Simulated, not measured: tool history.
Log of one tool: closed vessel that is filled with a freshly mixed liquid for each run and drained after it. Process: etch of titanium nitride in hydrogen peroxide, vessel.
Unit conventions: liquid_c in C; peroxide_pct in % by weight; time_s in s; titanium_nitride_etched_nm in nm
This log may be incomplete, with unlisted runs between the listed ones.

run 1 hour=0 | liquid_c=49 peroxide_pct=22 time_s=115 | titanium_nitride_etched_nm=8.3921
run 2 hour=4.1 | liquid_c=47 peroxide_pct=22 time_s=115 | titanium_nitride_etched_nm=7.3406
run 3 hour=12 | liquid_c=47 peroxide_pct=22 time_s=125 | titanium_nitride_etched_nm=7.9764
run 4 hour=14.5 | liquid_c=45 peroxide_pct=22 time_s=125 | titanium_nitride_etched_nm=6.8596
run 5 hour=21.1 | liquid_c=50 peroxide_pct=22 time_s=125 | titanium_nitride_etched_nm=9.9661
run 6 hour=23.3 | liquid_c=50 peroxide_pct=25 time_s=125 | titanium_nitride_etched_nm=10.229
run 7 hour=27.7 | liquid_c=47.5 peroxide_pct=25 time_s=125 | titanium_nitride_etched_nm=8.4968
run 8 hour=36.1 | liquid_c=45.5 peroxide_pct=25 time_s=125 | titanium_nitride_etched_nm=7.233
run 9 hour=43.5 | liquid_c=44 peroxide_pct=25 time_s=125 | titanium_nitride_etched_nm=6.5116
run 10 hour=52.4 | liquid_c=42.5 peroxide_pct=25 time_s=125 | titanium_nitride_etched_nm=5.8421
-- hour=61.1 new drum of peroxide connected
run 11 hour=61.1 | liquid_c=41 peroxide_pct=25 time_s=125 | titanium_nitride_etched_nm=5.2136
run 12 hour=67.7 | liquid_c=41 peroxide_pct=25 time_s=125 | titanium_nitride_etched_nm=5.2914
run 13 hour=69.7 | liquid_c=40 peroxide_pct=25 time_s=125 | titanium_nitride_etched_nm=4.8939

Predict the results of run 14:
run 14 hour=72.6 | liquid_c=39 peroxide_pct=25 time_s=125 | titanium_nitride_etched_nm=?

For run 14 the tool returned titanium_nitride_etched_nm 4.4929 nm.
